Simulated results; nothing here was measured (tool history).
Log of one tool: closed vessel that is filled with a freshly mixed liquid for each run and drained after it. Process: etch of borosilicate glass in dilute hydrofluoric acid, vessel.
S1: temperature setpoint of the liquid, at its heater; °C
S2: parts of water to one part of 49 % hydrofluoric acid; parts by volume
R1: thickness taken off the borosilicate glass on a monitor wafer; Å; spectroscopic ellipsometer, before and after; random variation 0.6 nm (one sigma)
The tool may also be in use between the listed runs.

{"run": 1, "hour": 0.0, "S1": 22.0, "S2": 60, "time in the liquid (s)": 120, "R1": 644.89}
{"run": 2, "hour": 7.7, "S1": 22.0, "S2": 60, "time in the liquid (s)": 120, "R1": 657.58}
{"run": 3, "hour": 14.8, "S1": 24.5, "S2": 60, "time in the liquid (s)": 120, "R1": 721.0}
{"run": 4, "hour": 21.8, "S1": 23.0, "S2": 60, "time in the liquid (s)": 120, "R1": 683.27}
{"run": 5, "hour": 24.5, "S1": 24.0, "S2": 60, "time in the liquid (s)": 120, "R1": 715.74}
{"run": 6, "hour": 26.0, "S1": 25.0, "S2": 60, "time in the liquid (s)": 120, "R1": 736.69}
{"run": 7, "hour": 34.3, "S1": 25.5, "S2": 60, "time in the liquid (s)": 120, "R1": 755.3}

Run 8 comes next. What will it give?
{"run": 8, "hour": 39.4, "S1": 26.0, "S2": 60, "time in the liquid (s)": 120, "R1": "?"}

R1: 765.44 Å
